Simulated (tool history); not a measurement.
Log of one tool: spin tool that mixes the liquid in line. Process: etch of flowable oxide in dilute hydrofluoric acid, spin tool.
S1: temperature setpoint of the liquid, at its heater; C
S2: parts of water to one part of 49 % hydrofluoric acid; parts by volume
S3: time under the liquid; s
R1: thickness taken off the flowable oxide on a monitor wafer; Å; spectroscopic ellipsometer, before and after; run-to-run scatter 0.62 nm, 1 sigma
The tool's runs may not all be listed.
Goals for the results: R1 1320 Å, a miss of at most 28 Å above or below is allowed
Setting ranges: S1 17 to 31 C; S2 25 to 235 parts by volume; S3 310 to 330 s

run 1 hour=0 | S1=23 S2=130 S3=310 | R1=620.77
run 2 hour=5 | S1=24 S2=125 S3=310 | R1=673.78
run 3 hour=10.3 | S1=24 S2=125 S3=310 | R1=673.29
run 4 hour=12 | S1=24 S2=85 S3=310 | R1=1043.4
run 5 hour=14.7 | S1=24 S2=85 S3=310 | R1=1043.7
run 6 hour=21.7 | S1=24.5 S2=85 S3=310 | R1=1061.6
run 7 hour=22.6 | S1=25 S2=85 S3=310 | R1=1091.3
run 8 hour=28 | S1=25.5 S2=85 S3=310 | R1=1099
run 9 hour=33.5 | S1=26 S2=85 S3=310 | R1=1128.5
run 10 hour=39.9 | S1=26.5 S2=85 S3=310 | R1=1143.5
run 11 hour=46.8 | S1=27 S2=85 S3=310 | R1=1174.4
run 12 hour=50.3 | S1=27.5 S2=85 S3=310 | R1=1182.3
run 13 hour=58.2 | S1=27.5 S2=85 S3=310 | R1=1206.2
run 14 hour=60.8 | S1=28 S2=85 S3=310 | R1=1210.3
run 15 hour=65.2 | S1=28.5 S2=85 S3=310 | R1=1241.9
run 16 hour=72.3 | S1=29.5 S2=85 S3=310 | R1=1290.4

Below are 5 possible settings for the next run. Only one of them brings all results inside the allowed miss of their targets. Which is it?
run A hour=79.4 | S1=28 S2=85 S3=315 | R1=?
run B hour=79.4 | S1=28.5 S2=80 S3=310 | R1=?
run C hour=79.4 | S1=31 S2=85 S3=320 | R1=?
run D hour=79.4 | S1=31 S2=85 S3=310 | R1=?
run E hour=79.4 | S1=30 S2=85 S3=330 | R1=?

move=A R1=1231.1
move=B R1=1321.6
move=C R1=1402.4
move=D R1=1358.6
move=E R1=1392.5
A: lands further from the targets than the last run did
B: hits every target within its allowed miss
C: takes the result that was furthest off past its target
D: takes the result that was furthest off past its target
E: takes the result that was furthest off past its target
So the answer is move B, the one that meets all the targets.
